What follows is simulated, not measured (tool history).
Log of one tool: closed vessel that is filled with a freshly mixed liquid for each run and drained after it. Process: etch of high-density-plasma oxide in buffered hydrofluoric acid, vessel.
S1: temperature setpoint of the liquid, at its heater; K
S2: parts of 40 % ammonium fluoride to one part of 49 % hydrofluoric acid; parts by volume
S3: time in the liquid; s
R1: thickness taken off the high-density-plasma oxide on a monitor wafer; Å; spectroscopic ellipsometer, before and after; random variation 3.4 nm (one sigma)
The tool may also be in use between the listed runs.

run  hour      S1    S2   S3      R1
  1     0  297.15    11  100  2268.9
  2   5.2  298.65    11  100  2447.2
  3  11.7  298.65    11  105  2600.3
  4  16.3  297.65    11  105  2460.3
  5  20.1  297.65    11  100  2369.8
  6  24.6  297.65    13  100  1951.8
  7  31.3  298.65  12.5  100  2167.4
  8  39.6  299.65    12  100  2368.5
  9    41  300.65  11.5  100  2631.1

Forecast run 10:
 10    49  301.65  11.5  100   ?

{"run 10": {"R1": 2805.1}}

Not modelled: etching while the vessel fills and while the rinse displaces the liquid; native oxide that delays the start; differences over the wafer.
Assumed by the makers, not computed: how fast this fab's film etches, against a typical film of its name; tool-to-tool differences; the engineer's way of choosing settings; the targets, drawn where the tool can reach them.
